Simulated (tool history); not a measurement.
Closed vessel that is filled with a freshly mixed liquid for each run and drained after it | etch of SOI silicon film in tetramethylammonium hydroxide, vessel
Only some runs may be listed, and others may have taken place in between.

run,hour,temperature setpoint of the liquid (C),concentration of hydroxide in the mixed liquid (% by weight),time in the liquid (s),thickness taken off the SOI silicon film on a monitor wafer (angstrom)
1,0,61,12,35,1282
2,5.3,61,10.5,35,1353.7
3,7.2,60,10.5,35,1265.3
4,13.8,59.5,10.5,35,1228.4
5,17.2,59,10.5,35,1196.9
6,19.1,63.5,10.5,35,1584.5
7,24,62,10.5,35,1433.9
8,27.6,61,10.5,35,1339.9
9,28.8,60,10.5,35,1292.3
# hour 32.3: hydroxide flow meter replaced
10,32.3,59,10.5,35,1219.8
11,35,58.5,10.5,35,1190.1

Expected results for the next run?
12,36.7,58,10.5,35,?

Run 12 yielded thickness taken off the SOI silicon film on a monitor wafer (angstrom) 1141.7.
